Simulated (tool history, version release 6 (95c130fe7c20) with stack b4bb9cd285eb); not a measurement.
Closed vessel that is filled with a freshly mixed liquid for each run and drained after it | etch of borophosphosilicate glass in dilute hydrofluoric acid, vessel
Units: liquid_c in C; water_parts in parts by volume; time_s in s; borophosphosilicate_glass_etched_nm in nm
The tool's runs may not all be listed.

run	hour	liquid_c	water_parts	time_s	borophosphosilicate_glass_etched_nm
1	0.0	24	175	30	6.2929
2	6.4	24	225	30	4.6574
3	13.8	21	225	30	4.1134
4	18.9	21	170	30	5.8407
5	25.9	23	170	30	6.2192
6	33.3	23	205	30	4.9934
7	37.1	27	180	30	6.7837

The next listed run, before its measurement:
8	40.8	28	180	30	?

{"run 8": {"borophosphosilicate_glass_etched_nm": 7.04}}
